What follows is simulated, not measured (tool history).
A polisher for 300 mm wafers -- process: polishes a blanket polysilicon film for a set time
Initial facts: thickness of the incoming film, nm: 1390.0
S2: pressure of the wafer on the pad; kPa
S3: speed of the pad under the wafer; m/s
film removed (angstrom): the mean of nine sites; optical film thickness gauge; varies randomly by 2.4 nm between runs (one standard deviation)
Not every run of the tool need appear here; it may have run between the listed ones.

{"run": 1, "hour": 0.0, "flow of slurry (ml/min)": 160, "S2": 20.0, "S3": 0.84, "polishing time (s)": 85, "film removed (angstrom)": 5484.0}
{"run": 2, "hour": 2.0, "flow of slurry (ml/min)": 160, "S2": 20.0, "S3": 1.06, "polishing time (s)": 85, "film removed (angstrom)": 6840.2}
{"run": 3, "hour": 3.0, "flow of slurry (ml/min)": 190, "S2": 20.0, "S3": 1.06, "polishing time (s)": 85, "film removed (angstrom)": 7028.2}
{"run": 4, "hour": 5.3, "flow of slurry (ml/min)": 185, "S2": 18.6, "S3": 1.04, "polishing time (s)": 85, "film removed (angstrom)": 6395.8}
{"run": 5, "hour": 12.3, "flow of slurry (ml/min)": 205, "S2": 18.6, "S3": 1.04, "polishing time (s)": 85, "film removed (angstrom)": 6438.9}
{"run": 6, "hour": 13.8, "flow of slurry (ml/min)": 205, "S2": 17.2, "S3": 1.02, "polishing time (s)": 85, "film removed (angstrom)": 5894.5}
{"run": 7, "hour": 21.2, "flow of slurry (ml/min)": 205, "S2": 15.9, "S3": 1.0, "polishing time (s)": 85, "film removed (angstrom)": 5351.3}

For run 8, what comes out?
{"run": 8, "hour": 28.2, "flow of slurry (ml/min)": 160, "S2": 10.3, "S3": 0.92, "polishing time (s)": 85, "film removed (angstrom)": "?"}

film removed (angstrom): 3146.7
